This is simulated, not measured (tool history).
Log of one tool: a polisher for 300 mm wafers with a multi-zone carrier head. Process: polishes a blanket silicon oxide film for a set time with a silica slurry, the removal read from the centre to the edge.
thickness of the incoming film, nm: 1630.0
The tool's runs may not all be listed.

run  hour  flow of slurry (ml/min)  pressure of the head's centre zone  pressure of the head's middle zone  pressure of the head's edge zone  abrasive content of the slurry  polishing time (s)  film removed at the wafer's centre (angstrom)  film removed at mid-radius (angstrom)  film removed at the wafer's edge (angstrom)
  1   0.0                      255                                1.00                                1.00                              1.00                            1.00                  54                                         2377.6                                 2327.7                                       2471.9
  2   3.7                      250                                0.97                                0.99                              0.95                            0.90                  54                                         2129.5                                 2201.1                                       2262.0
  3   6.4                      250                                0.97                                0.99                              1.03                            0.90                  54                                         2144.5                                 2197.6                                       2352.3
  4  12.9                      240                                0.96                                0.97                              0.97                            0.85                  54                                         2096.2                                 2110.2                                       2267.4
  5  20.5                      245                                0.95                                0.97                              0.94                            0.80                  54                                         2017.0                                 2043.8                                       2168.0
  6  25.8                      245                                0.94                                0.97                              0.91                            0.75                  54                                         1905.7                                 1976.7                                       2050.8

Forecast run 7:
  7  28.2                      245                                0.94                                0.97                              0.91                            0.75                  54                                              ?                                      ?                                            ?

{"run 7": {"film removed at the wafer's centre (angstrom)": 1885.7, "film removed at mid-radius (angstrom)": 1984.7, "film removed at the wafer's edge (angstrom)": 2036.7}}
